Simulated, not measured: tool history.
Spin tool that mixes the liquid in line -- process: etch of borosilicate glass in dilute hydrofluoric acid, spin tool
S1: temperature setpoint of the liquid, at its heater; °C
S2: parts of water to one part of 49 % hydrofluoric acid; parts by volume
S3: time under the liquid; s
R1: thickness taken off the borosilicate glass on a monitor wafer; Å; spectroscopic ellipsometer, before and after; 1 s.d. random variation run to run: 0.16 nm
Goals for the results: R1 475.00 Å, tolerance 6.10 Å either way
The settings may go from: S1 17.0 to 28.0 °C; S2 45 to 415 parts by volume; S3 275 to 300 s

Run 1, hour 0.0: S1 20.0 °C, S2 230 parts by volume, S3 275 s. Result: R1 360.61 Å.
Run 2, hour 7.7: S1 20.0 °C, S2 150 parts by volume, S3 275 s. Result: R1 595.96 Å.
Run 3, hour 14.8: S1 18.5 °C, S2 150 parts by volume, S3 275 s. Result: R1 563.66 Å.
Run 4, hour 22.9: S1 18.5 °C, S2 185 parts by volume, S3 275 s. Result: R1 438.96 Å.
Run 5, hour 26.0: S1 19.5 °C, S2 185 parts by volume, S3 275 s. Result: R1 457.22 Å.
Run 6, hour 33.6: S1 19.5 °C, S2 245 parts by volume, S3 275 s. Result: R1 325.21 Å.
Run 7, hour 34.3: S1 21.0 °C, S2 245 parts by volume, S3 275 s. Result: R1 344.14 Å.
Run 8, hour 35.9: S1 22.0 °C, S2 245 parts by volume, S3 275 s. Result: R1 358.14 Å.
Run 9, hour 39.0: S1 23.0 °C, S2 245 parts by volume, S3 275 s. Result: R1 370.96 Å.
Run 10, hour 40.8: S1 24.0 °C, S2 245 parts by volume, S3 275 s. Result: R1 384.17 Å.
Run 11, hour 41.4: S1 24.5 °C, S2 245 parts by volume, S3 275 s. Result: R1 390.63 Å.

Next run, 4 choices. One meets every target within its allowed miss, the rest don't. Which?
Run A, hour 42.0: S1 26.5 °C, S2 295 parts by volume, S3 275 s. Result: R1 ?.
Run B, hour 42.0: S1 26.5 °C, S2 245 parts by volume, S3 300 s. Result: R1 ?.
Run C, hour 42.0: S1 22.0 °C, S2 210 parts by volume, S3 300 s. Result: R1 ?.
Run D, hour 42.0: S1 27.0 °C, S2 280 parts by volume, S3 280 s. Result: R1 ?.

move      R1
   A  330.96
   B  458.28
   C  471.28
   D  366.78
A: further off than the last run
B: closer than the last run, but not yet in spec
C: meets every target
D: further off than the last run
C is the move that brings every result within its allowed miss.

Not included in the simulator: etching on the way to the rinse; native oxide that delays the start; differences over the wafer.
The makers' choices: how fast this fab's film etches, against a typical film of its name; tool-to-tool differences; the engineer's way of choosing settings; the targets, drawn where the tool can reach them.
